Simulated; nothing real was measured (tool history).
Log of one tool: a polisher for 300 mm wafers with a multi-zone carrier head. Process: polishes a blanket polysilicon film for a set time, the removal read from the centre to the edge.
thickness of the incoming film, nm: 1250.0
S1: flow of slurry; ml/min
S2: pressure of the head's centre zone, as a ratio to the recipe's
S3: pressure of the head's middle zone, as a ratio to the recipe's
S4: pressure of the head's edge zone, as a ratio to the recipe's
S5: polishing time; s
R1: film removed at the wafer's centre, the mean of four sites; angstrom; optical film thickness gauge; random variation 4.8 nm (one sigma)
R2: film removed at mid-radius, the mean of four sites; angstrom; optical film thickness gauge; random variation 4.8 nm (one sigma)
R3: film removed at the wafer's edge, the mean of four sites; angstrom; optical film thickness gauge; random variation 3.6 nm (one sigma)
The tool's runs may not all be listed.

run  hour   S1    S2    S3    S4  S5      R1      R2      R3
  1     0  195     1     1     1  58    4328  4398.2    4100
  2   6.5  195     1     1  1.03  58  4409.8  4400.4  4197.7
  3   8.2  195     1     1  0.96  58  4353.9  4379.1  4044.8
  4    14  210  1.02  1.02  0.96  58  4520.2  4508.9  4130.3
     21.5  -- edge zone pressure recalibrated
  5  21.5  220  1.04  1.04  0.95  58  4657.9  4619.2    4345
  6  24.2  265  1.04  1.04  0.95  58  4750.5  4706.9  4347.7
  7  32.9  270  1.06  1.07  0.92  57  4867.9  4705.6  4260.7
  8  35.7  270  1.07  1.09  0.91  57  4838.1    4831  4215.8
  9  40.6  270  1.07  1.09  0.91  57    4843  4864.1    4212

Run 10 comes next. What will it give?
 10  42.6  275  1.08  1.1  0.91  57   ?   ?   ?

Run 10 gave R1 4934.9 angstrom, R2 4877.6 angstrom, R3 4245.9 angstrom.
